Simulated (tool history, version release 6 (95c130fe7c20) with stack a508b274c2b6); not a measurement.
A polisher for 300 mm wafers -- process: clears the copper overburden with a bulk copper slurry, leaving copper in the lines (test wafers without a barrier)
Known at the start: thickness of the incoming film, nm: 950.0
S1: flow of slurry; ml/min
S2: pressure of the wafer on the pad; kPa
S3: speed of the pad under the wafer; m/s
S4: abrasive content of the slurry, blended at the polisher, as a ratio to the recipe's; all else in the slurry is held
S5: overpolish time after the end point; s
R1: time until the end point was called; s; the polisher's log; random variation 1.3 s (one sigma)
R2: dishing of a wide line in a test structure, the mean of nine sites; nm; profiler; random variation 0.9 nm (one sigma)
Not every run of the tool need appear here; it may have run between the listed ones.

run  hour   S1    S2    S3    S4  S5      R1      R2
  1     0  160  17.9  1.16     1  21  102.39  61.042
  2   5.9  160  17.9  1.16  1.15  21  105.04  61.959
  3  12.4  125  17.9  1.16  1.15  21  105.06  61.194
  4  20.6  120  17.2  1.22   1.1  19  101.94   58.14
  5    29  115  16.5  1.28  1.05  18  104.78  57.792
  6  32.8  115  18.6  1.28  1.05  18  95.964  61.094
  7  39.3  130  17.9  1.34   1.1  17  93.485  60.119
  8  42.8  130  17.9  1.34   1.1  17  89.616  60.312
  9  49.8  130  17.9  1.34   1.1  17  92.365  59.353
 10  58.6  140  17.2  1.38  1.15  16  92.222  59.841

Estimate the outcome of run 11 from the log above:
 11  64.1  135  17.2  1.42  1.1  15   ?   ?

{"run 11": {"R1": 87.104, "R2": 58.69}}
